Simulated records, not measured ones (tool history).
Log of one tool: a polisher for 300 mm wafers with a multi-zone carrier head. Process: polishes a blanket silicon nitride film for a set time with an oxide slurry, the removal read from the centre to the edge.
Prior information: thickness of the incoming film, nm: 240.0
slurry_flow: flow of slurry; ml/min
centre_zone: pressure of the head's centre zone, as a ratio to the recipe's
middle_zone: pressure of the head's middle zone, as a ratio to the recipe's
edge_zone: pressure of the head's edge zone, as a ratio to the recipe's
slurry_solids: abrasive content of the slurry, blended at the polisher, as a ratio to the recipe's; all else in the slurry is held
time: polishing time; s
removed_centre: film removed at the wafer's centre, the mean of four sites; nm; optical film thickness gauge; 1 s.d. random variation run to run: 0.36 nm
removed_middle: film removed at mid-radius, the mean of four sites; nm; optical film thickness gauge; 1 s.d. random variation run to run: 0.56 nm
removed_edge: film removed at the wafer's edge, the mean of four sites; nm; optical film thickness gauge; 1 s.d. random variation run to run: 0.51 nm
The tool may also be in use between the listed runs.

run,hour,slurry_flow,centre_zone,middle_zone,edge_zone,slurry_solids,time,removed_centre,removed_middle,removed_edge
1,0,150,1,1,1,1,65,51.708,52.334,51.747
2,8.1,150,1,1,1,1,79,62.07,62.152,62.586
3,14.9,145,1,0.99,1.02,1,79,62.449,61.405,64.182
4,20.2,115,1,0.99,1.02,1,79,58.105,59.236,59.932
5,26.9,115,1.08,0.99,1.02,1,79,62.512,58.612,61.712
6,30.1,115,1.08,0.99,0.97,1,79,62.609,57.356,59.353
7,36.9,115,1.07,0.98,1,1,79,62.102,58.081,60.502
8,37.5,115,1.07,0.98,1,1,79,61.706,57.765,60.565
9,41.3,115,1.06,0.97,1.02,1,79,61.443,58.343,60.5
10,42.9,115,1.05,0.94,1.06,1,79,60.824,56.02,62.588
11,46.2,115,1.04,0.94,1.07,1,79,59.536,55.667,61.586
12,54.3,115,1.04,0.94,1.08,1,79,60.066,56.156,63.21
13,59.8,115,1.04,0.94,1.09,1,79,60.304,56.045,62.062

Run 14 is up next; what results do you expect?
14,61,115,1.03,0.94,1.1,1,79,?,?,?

Run 14 measured removed_centre 59.609 nm, removed_middle 55.697 nm, removed_edge 63.593 nm.
